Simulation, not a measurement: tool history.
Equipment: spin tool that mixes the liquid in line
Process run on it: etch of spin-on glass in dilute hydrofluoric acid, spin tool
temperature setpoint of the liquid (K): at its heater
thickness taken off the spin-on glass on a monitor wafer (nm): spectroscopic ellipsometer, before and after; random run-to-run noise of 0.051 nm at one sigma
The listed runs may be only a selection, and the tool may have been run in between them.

run	hour	temperature setpoint of the liquid (K)	parts of water to one part of 49 % hydrofluoric acid (parts by volume)	time under the liquid (s)	thickness taken off the spin-on glass on a monitor wafer (nm)
1	0.0	296.15	215	35	3.4503
2	5.6	292.65	215	35	2.9638
3	9.9	296.15	190	35	3.9736
4	17.4	299.65	190	35	4.5550
5	20.5	301.15	175	35	5.3381
6	25.7	302.15	165	35	5.7886
7	32.2	302.65	155	35	6.4028

For run 8, what comes out?
8	37.7	303.15	150	35	?

Run 8 yielded thickness taken off the spin-on glass on a monitor wafer (nm) 6.8414.

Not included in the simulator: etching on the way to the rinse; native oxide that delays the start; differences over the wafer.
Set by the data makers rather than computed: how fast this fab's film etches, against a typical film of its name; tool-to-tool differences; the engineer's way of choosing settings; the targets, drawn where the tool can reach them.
